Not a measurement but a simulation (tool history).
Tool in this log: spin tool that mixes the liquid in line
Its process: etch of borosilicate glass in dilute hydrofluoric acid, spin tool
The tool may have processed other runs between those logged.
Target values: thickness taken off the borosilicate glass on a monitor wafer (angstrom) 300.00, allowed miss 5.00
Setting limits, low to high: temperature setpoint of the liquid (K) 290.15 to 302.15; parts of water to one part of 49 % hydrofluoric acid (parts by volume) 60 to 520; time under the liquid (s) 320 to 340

run  hour  temperature setpoint of the liquid (K)  parts of water to one part of 49 % hydrofluoric acid (parts by volume)  time under the liquid (s)  thickness taken off the borosilicate glass on a monitor wafer (angstrom)
  1   0.0                                  294.15                                                                     290                        320                                                                    225.24
  2   4.1                                  296.15                                                                     290                        320                                                                    242.05
  3   6.8                                  297.65                                                                     290                        320                                                                    253.85
  4  10.6                                  298.65                                                                     290                        320                                                                    266.83
  5  17.6                                  298.65                                                                     290                        320                                                                    262.17
  6  20.6                                  299.65                                                                     290                        320                                                                    275.96
  7  26.1                                  300.15                                                                     290                        320                                                                    280.97
  8  33.0                                  300.65                                                                     290                        320                                                                    280.72
  9  38.9                                  301.15                                                                     290                        320                                                                    286.10
 10  47.6                                  301.65                                                                     290                        320                                                                    291.16

Pick the move, out of 4, that brings all results within their allowed miss; only one does.
  A  56.3                                  296.65                                                                     260                        320                                                                         ?
  B  56.3                                  302.15                                                                     300                        320                                                                         ?
  C  56.3                                  302.15                                                                     300                        340                                                                         ?
  D  56.3                                  302.15                                                                     305                        320                                                                         ?

move  thickness taken off the borosilicate glass on a monitor wafer (angstrom)
   A                                                                    282.42
   B                                                                    283.39
   C                                                                    301.10
   D                                                                    277.25
A: further off than the last run
B: further off than the last run
C: every result within its allowed miss
D: further off than the last run
Answer: C

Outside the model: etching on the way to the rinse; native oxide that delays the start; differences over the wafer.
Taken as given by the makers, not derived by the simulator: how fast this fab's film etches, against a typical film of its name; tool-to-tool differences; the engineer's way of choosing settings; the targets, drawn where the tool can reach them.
